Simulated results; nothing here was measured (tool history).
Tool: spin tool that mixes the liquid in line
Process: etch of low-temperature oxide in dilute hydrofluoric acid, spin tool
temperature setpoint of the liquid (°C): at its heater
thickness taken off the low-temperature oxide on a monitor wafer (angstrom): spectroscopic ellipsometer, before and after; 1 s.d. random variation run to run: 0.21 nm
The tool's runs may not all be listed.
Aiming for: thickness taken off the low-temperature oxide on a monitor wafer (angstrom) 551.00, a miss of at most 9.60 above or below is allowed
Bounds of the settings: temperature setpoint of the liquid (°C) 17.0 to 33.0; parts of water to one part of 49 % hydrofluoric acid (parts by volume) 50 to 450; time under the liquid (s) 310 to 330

run,hour,temperature setpoint of the liquid (°C),parts of water to one part of 49 % hydrofluoric acid (parts by volume),time under the liquid (s),thickness taken off the low-temperature oxide on a monitor wafer (angstrom)
1,0.0,25.0,250,310,219.25
2,6.5,25.0,250,330,232.47
3,12.5,25.0,295,330,189.28
4,17.5,23.5,295,330,178.76
5,25.1,23.5,295,330,179.82
6,32.1,21.5,295,330,168.14
7,35.0,23.0,270,330,196.81
8,41.0,24.5,250,330,229.41
9,45.7,25.5,230,330,264.93
10,52.7,26.5,215,330,296.87
11,60.5,27.5,205,330,327.57
12,67.4,28.5,195,330,360.91
13,72.6,32.5,135,330,647.18
14,80.3,32.0,135,330,639.65
15,86.1,32.0,135,330,638.89
16,88.2,31.5,135,330,630.10
17,89.3,31.0,135,330,615.78
18,91.3,30.5,135,330,604.86

5 next moves are on the table. One of them brings every result within its allowed miss. Which?
A,93.3,30.5,120,325,?
B,93.3,32.5,155,310,?
C,93.3,28.0,105,310,?
D,93.3,31.5,145,315,?
E,93.3,30.5,125,330,?

move,thickness taken off the low-temperature oxide on a monitor wafer (angstrom)
A,682.54
B,514.28
C,692.81
D,547.30
E,660.51
A: lands further from the targets than the last run did
B: moves the result that the last run missed by most past its target, out the other side
C: lands further from the targets than the last run did
D: meets every target
E: lands further from the targets than the last run did
Go with D: it meets all targets.
